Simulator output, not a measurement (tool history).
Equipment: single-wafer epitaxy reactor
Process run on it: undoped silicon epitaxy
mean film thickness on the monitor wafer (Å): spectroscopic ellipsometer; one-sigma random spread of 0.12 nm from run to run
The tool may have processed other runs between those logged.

run,day,wafer temperature setpoint (pyrometer-controlled) (deg C),deposition time (s),mean film thickness on the monitor wafer (Å)
1,0.000,660,308,547.78
2,0.196,660,279,497.36
3,0.225,659,279,486.11
4,0.371,654,279,429.88
5,0.567,645,279,342.82
6,0.775,648,279,370.47

What will run 7 give?
7,1.042,648,279,?

Run 7 came out at mean film thickness on the monitor wafer (Å) 371.85.

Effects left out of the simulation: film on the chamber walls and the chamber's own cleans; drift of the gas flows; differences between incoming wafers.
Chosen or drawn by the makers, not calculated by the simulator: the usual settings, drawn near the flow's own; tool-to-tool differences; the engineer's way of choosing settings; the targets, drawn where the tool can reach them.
